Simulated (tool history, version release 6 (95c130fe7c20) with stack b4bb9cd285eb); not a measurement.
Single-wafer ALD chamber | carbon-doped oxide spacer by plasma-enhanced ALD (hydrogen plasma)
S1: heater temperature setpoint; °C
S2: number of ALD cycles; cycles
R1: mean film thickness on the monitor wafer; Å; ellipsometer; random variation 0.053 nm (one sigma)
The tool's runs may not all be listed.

run 1 hour=0.0 | S1=380 S2=672 | R1=312.45
run 2 hour=0.8 | S1=385 S2=672 | R1=311.46
run 3 hour=8.6 | S1=385 S2=634 | R1=294.72
run 4 hour=9.5 | S1=385 S2=585 | R1=271.21
run 5 hour=11.2 | S1=385 S2=555 | R1=256.75
run 6 hour=19.2 | S1=385 S2=536 | R1=248.86

The next listed run, before its measurement:
run 7 hour=24.9 | S1=385 S2=522 | R1=?

{"run 7": {"R1": 241.84}}
